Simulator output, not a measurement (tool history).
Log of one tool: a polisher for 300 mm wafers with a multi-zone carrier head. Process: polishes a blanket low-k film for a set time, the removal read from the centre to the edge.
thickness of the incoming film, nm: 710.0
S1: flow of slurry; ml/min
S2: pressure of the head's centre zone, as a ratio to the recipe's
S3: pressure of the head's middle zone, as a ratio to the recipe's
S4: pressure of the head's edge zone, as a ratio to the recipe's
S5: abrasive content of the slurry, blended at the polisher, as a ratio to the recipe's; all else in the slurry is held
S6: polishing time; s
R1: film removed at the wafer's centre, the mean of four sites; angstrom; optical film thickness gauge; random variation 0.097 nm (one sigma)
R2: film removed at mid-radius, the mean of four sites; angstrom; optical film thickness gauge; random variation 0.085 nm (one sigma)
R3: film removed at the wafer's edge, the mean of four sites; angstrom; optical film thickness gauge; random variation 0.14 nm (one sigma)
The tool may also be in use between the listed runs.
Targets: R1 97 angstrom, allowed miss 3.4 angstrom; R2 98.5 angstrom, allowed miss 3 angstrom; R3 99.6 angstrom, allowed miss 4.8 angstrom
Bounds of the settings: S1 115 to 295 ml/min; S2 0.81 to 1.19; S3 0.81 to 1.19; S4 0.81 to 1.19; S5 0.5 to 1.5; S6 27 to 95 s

run 1 hour=0 | S1=190 S2=1 S3=1 S4=1 S5=1 S6=61 | R1=162.12 R2=159.25 R3=160.8
run 2 hour=2.2 | S1=190 S2=1.04 S3=1 S4=1 S5=1 S6=61 | R1=168.24 R2=159.82 R3=165.1
run 3 hour=9.9 | S1=190 S2=1.04 S3=1 S4=1.08 S5=1 S6=61 | R1=168.36 R2=158.78 R3=170.5
run 4 hour=14.5 | S1=190 S2=1.04 S3=1 S4=1.01 S5=1 S6=61 | R1=169.91 R2=158.73 R3=164.27
run 5 hour=20.9 | S1=160 S2=1.04 S3=1 S4=1.01 S5=1 S6=61 | R1=163.43 R2=158.49 R3=159.7
run 6 hour=25.1 | S1=155 S2=1.01 S3=0.98 S4=0.99 S5=0.9 S6=59 | R1=149.29 R2=142.81 R3=151.71
run 7 hour=29.5 | S1=185 S2=0.99 S3=1.08 S4=0.94 S5=0.65 S6=42 | R1=92.717 R2=98.366 R3=92.554
run 8 hour=36.3 | S1=185 S2=0.99 S3=1.07 S4=0.96 S5=0.65 S6=42 | R1=92.736 R2=96.826 R3=94.917
run 9 hour=37.9 | S1=185 S2=0.99 S3=1.07 S4=0.97 S5=0.65 S6=42 | R1=92.855 R2=99.22 R3=93.408
run 10 hour=46.8 | S1=185 S2=0.99 S3=1.06 S4=0.98 S5=0.65 S6=42 | R1=92.26 R2=95.838 R3=93.975

4 next moves are on the table. One of them brings every result within its allowed miss. Which?
run A hour=55.7 | S1=250 S2=0.98 S3=1.01 S4=0.99 S5=0.85 S6=39 | R1=? R2=? R3=?
run B hour=55.7 | S1=175 S2=1 S3=1.09 S4=0.88 S5=0.55 S6=43 | R1=? R2=? R3=?
run C hour=55.7 | S1=210 S2=0.92 S3=1 S4=0.94 S5=0.75 S6=40 | R1=? R2=? R3=?
run D hour=55.7 | S1=180 S2=1.12 S3=1.14 S4=0.87 S5=0.75 S6=37 | R1=? R2=? R3=?

move=A R1=95.86 R2=98.767 R3=98.925
move=B R1=87.678 R2=94.261 R3=85.126
move=C R1=86.362 R2=94.327 R3=93.373
move=D R1=95.889 R2=95.157 R3=82.486
A: meets every target
B: further off than the last run
C: further off than the last run
D: brings the result that was furthest off to its target, and leaves another outside
Move A is the one to make.
